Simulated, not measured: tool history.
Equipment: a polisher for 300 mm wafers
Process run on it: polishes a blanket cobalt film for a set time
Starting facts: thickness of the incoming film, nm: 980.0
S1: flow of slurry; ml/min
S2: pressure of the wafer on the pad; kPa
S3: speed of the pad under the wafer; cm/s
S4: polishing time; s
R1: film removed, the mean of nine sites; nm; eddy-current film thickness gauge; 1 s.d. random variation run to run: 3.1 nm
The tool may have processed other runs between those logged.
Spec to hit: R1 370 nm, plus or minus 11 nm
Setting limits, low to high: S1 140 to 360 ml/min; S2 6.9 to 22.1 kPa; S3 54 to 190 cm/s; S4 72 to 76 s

run	day	S1	S2	S3	S4	R1
1	0	230	14.5	122	72	477.34
2	0.029	230	14.5	140	72	539.25
3	0.325	230	13.1	140	72	495.34
4	0.529	230	11.7	140	72	444.16
5	0.688	210	11.7	140	72	431.33
6	0.771	200	11.7	140	72	428.31
7	1.075	190	11.7	140	72	431.24
8	1.271	185	11	140	72	402.78
9	1.583	180	11	140	72	405.67
10	1.671	175	11	140	72	399.25
11	1.958	175	11	140	72	396.67
12	2.304	170	11	140	72	398.27
13	2.4	165	11	140	72	389.44
14	2.625	160	11	140	72	392.41
15	2.821	155	11	140	72	395.65
16	2.979	155	11	140	72	391.65

Exactly one of the 5 candidate moves below puts every result within its allowed miss. Which one?
A	3.138	170	12.4	114	74	?
B	3.138	140	10.3	158	72	?
C	3.138	165	9	146	74	?
D	3.138	200	10.3	144	76	?
E	3.138	145	12.4	114	72	?

move	R1
A	375.18
B	404.49
C	347.29
D	416.64
E	353.69
A: all results land within tolerance of their targets
B: the biggest miss grows against the last run
C: pushes the last run's worst result past its target
D: the biggest miss grows against the last run
E: pushes the last run's worst result past its target
So the answer is move A, the one that meets all the targets.
